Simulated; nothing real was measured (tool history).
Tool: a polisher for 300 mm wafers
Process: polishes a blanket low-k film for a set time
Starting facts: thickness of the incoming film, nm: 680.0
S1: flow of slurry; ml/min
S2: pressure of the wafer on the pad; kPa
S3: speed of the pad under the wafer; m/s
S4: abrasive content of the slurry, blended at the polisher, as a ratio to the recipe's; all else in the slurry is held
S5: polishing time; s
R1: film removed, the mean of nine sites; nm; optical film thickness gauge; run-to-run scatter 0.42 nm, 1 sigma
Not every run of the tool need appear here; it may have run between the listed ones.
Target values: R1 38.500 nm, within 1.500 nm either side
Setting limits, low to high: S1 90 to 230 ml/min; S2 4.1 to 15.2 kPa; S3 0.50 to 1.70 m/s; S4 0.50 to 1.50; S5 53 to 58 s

| run | day | S1 | S2 | S3 | S4 | S5 | R1 |
|---|---|---|---|---|---|---|---|
| 1 | 0.000 | 150 | 9.7 | 1.10 | 1.00 | 58 | 17.849 |
| 2 | 0.275 | 150 | 10.3 | 1.14 | 1.00 | 58 | 19.789 |
| 3 | 0.588 | 150 | 11.0 | 1.16 | 1.00 | 58 | 20.325 |
| 4 | 0.775 | 150 | 11.0 | 1.16 | 0.85 | 58 | 18.272 |
| 5 | 0.958 | 150 | 11.0 | 1.40 | 0.85 | 58 | 20.541 |
| 6 | 1.079 | 150 | 11.0 | 1.40 | 0.85 | 53 | 18.928 |
| 7 | 1.329 | 150 | 11.7 | 1.44 | 0.90 | 53 | 20.837 |
| 8 | 1.704 | 150 | 12.4 | 1.48 | 0.95 | 53 | 22.542 |
|  | 1.908 | conditioning disc replaced and pad reconditioned |
| 9 | 1.908 | 150 | 13.1 | 1.52 | 1.00 | 54 | 34.013 |
| 10 | 2.042 | 155 | 13.8 | 1.52 | 1.00 | 54 | 36.493 |
| 11 | 2.321 | 165 | 13.8 | 1.52 | 1.00 | 54 | 36.879 |

Below are 5 possible settings for the next run. Only one of them brings all results inside the allowed miss of their targets. Which is it?
| A | 2.600 | 165 | 13.8 | 1.64 | 0.85 | 53 | ? |
| B | 2.600 | 145 | 12.4 | 1.68 | 1.05 | 53 | ? |
| C | 2.600 | 165 | 13.1 | 1.54 | 1.05 | 53 | ? |
| D | 2.600 | 145 | 14.5 | 1.64 | 1.00 | 53 | ? |
| E | 2.600 | 140 | 12.4 | 1.70 | 0.85 | 58 | ? |

| move | R1 |
|---|---|
| A | 35.018 |
| B | 35.553 |
| C | 36.187 |
| D | 39.603 |
| E | 34.379 |
A: its largest miss is bigger than the last run's
B: its largest miss is bigger than the last run's
C: its largest miss is bigger than the last run's
D: in spec on every target
E: its largest miss is bigger than the last run's
The right move is D.
